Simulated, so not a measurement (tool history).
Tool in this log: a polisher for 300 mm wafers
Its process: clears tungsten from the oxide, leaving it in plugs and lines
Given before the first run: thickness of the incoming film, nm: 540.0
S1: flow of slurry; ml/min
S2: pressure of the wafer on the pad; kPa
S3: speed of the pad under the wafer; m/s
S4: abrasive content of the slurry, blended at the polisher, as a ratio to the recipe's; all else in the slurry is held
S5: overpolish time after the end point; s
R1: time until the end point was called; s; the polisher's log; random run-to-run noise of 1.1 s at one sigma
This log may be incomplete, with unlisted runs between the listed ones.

run  hour   S1    S2    S3    S4  S5      R1
  1   0.0  125  31.7  0.94  1.00   3  76.292
  2   5.5  125  31.0  0.94  1.00   3  77.548
  3   7.8  115  31.0  0.94  1.00   3  78.060
  4  16.6  115  31.0  0.94  0.85   3  81.448
  5  22.6  115  30.3  0.94  0.85   3  81.311
  6  26.7  115  29.6  0.94  0.85   3  84.271
  7  30.3  115  29.0  0.94  0.85   3  83.970

Estimate the outcome of run 8 from the log above:
  8  38.0  115  28.3  0.94  0.85   3   ?

Logged for run 8: R1 86.433 s.
